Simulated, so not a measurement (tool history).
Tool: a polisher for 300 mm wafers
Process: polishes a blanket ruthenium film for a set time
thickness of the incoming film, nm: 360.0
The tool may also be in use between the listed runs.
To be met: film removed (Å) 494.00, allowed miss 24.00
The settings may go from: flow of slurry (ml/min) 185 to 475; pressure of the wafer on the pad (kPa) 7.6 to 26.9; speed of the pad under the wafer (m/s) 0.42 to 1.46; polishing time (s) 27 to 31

run  hour  flow of slurry (ml/min)  pressure of the wafer on the pad (kPa)  speed of the pad under the wafer (m/s)  polishing time (s)  film removed (Å)
  1   0.0                      305                                    17.2                                    0.94                  31            396.56
  2   3.3                      305                                    17.9                                    0.94                  31            407.82
  3   5.3                      305                                    17.9                                    0.94                  31            410.82
  4  12.0                      305                                    20.0                                    0.94                  31            459.33
  5  16.3                      305                                    20.0                                    0.94                  27            391.99
  6  25.0                      360                                    20.0                                    0.94                  27            402.85
  7  27.7                      360                                    20.7                                    0.94                  27            417.84
  8  30.5                      360                                    22.8                                    0.96                  27            457.65

5 next moves are on the table. One of them brings every result within its allowed miss. Which?
  A  33.3                      370                                    22.1                                    0.92                  28                 ?
  B  33.3                      405                                    24.8                                    0.74                  28                 ?
  C  33.3                      340                                    24.1                                    0.74                  30                 ?
  D  33.3                      355                                    22.8                                    0.94                  29                 ?
  E  33.3                      320                                    24.8                                    0.82                  28                 ?

move  film removed (Å)
   A            446.06
   B            425.04
   C            437.64
   D            481.84
   E            450.35
A: further off than the last run
B: further off than the last run
C: further off than the last run
D: meets every target
E: further off than the last run
The right move is D.
